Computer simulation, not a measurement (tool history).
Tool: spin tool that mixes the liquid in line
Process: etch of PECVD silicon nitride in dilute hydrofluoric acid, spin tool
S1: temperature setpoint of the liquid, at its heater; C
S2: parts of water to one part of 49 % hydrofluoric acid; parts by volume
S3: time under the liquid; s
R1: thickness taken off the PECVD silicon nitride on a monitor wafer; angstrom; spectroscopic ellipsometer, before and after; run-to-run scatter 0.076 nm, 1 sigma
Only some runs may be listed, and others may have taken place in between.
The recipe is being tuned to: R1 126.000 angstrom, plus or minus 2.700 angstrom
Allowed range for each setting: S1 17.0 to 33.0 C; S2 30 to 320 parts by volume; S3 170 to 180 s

{"run": 1, "hour": 0.0, "S1": 25.0, "S2": 175, "S3": 170, "R1": 60.466}
{"run": 2, "hour": 7.6, "S1": 27.0, "S2": 165, "S3": 170, "R1": 72.885}
{"run": 3, "hour": 15.3, "S1": 28.5, "S2": 155, "S3": 170, "R1": 84.743}
{"run": 4, "hour": 20.1, "S1": 28.5, "S2": 110, "S3": 170, "R1": 119.47}
{"run": 5, "hour": 22.9, "S1": 28.5, "S2": 160, "S3": 170, "R1": 81.912}
{"run": 6, "hour": 27.9, "S1": 28.5, "S2": 160, "S3": 170, "R1": 82.128}
{"run": 7, "hour": 34.9, "S1": 29.5, "S2": 155, "S3": 170, "R1": 90.84}
{"run": 8, "hour": 43.3, "S1": 30.5, "S2": 150, "S3": 170, "R1": 98.358}
{"run": 9, "hour": 47.4, "S1": 31.0, "S2": 145, "S3": 170, "R1": 106.1}
{"run": 10, "hour": 52.2, "S1": 31.5, "S2": 145, "S3": 170, "R1": 109.09}
{"run": 11, "hour": 57.6, "S1": 32.0, "S2": 145, "S3": 170, "R1": 113.23}

Pick the move, out of 4, that brings all results within their allowed miss; only one does.
{"run": "A", "hour": 63.0, "S1": 33.0, "S2": 155, "S3": 180, "R1": "?"}
{"run": "B", "hour": 63.0, "S1": 29.0, "S2": 115, "S3": 180, "R1": "?"}
{"run": "C", "hour": 63.0, "S1": 31.0, "S2": 135, "S3": 180, "R1": "?"}
{"run": "D", "hour": 63.0, "S1": 30.5, "S2": 155, "S3": 180, "R1": "?"}

move=A R1=118.560
move=B R1=125.740
move=C R1=121.040
move=D R1=102.020
A: nearer the targets than the last run, but a result is still out of spec
B: in spec on every target
C: nearer the targets than the last run, but a result is still out of spec
D: lands further from the targets than the last run did
B meets every target.
